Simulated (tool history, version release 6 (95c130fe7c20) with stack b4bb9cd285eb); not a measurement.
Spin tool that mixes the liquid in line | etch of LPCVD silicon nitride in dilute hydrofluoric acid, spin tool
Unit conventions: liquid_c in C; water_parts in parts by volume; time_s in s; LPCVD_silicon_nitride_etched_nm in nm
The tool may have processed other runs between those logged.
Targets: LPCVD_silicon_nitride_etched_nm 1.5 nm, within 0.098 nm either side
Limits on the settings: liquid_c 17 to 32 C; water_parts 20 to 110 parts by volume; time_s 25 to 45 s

| run | hour | liquid_c | water_parts | time_s | LPCVD_silicon_nitride_etched_nm |
|---|---|---|---|---|---|
| 1 | 0 | 24 | 60 | 45 | 0.42558 |
| 2 | 7.9 | 22.5 | 60 | 45 | 0.39634 |
| 3 | 15.4 | 22.5 | 40 | 45 | 0.55752 |
| 4 | 23.1 | 25 | 40 | 45 | 0.66863 |
| 5 | 31.6 | 25 | 40 | 45 | 0.67574 |
| 6 | 33.8 | 26 | 40 | 45 | 0.73497 |
| 7 | 38.6 | 26.5 | 40 | 45 | 0.77333 |
| 8 | 45.8 | 27 | 40 | 45 | 0.79623 |
| 9 | 50.4 | 27.5 | 40 | 45 | 0.8045 |
| 10 | 54.9 | 28 | 40 | 45 | 0.85755 |

Next run, 5 choices. One meets every target within its allowed miss, the rest don't. Which?
| A | 59.4 | 29.5 | 20 | 45 | ? |
| B | 59.4 | 31.5 | 25 | 45 | ? |
| C | 59.4 | 30 | 25 | 45 | ? |
| D | 59.4 | 27.5 | 25 | 45 | ? |
| E | 59.4 | 32 | 25 | 45 | ? |

| move | LPCVD_silicon_nitride_etched_nm |
|---|---|
| A | 1.7762 |
| B | 1.6331 |
| C | 1.481 |
| D | 1.2555 |
| E | 1.6868 |
A: takes the biggest miss from the last run beyond its target
B: takes the biggest miss from the last run beyond its target
C: meets every target
D: better than the last run, though not everything is in spec
E: takes the biggest miss from the last run beyond its target
Answer: C

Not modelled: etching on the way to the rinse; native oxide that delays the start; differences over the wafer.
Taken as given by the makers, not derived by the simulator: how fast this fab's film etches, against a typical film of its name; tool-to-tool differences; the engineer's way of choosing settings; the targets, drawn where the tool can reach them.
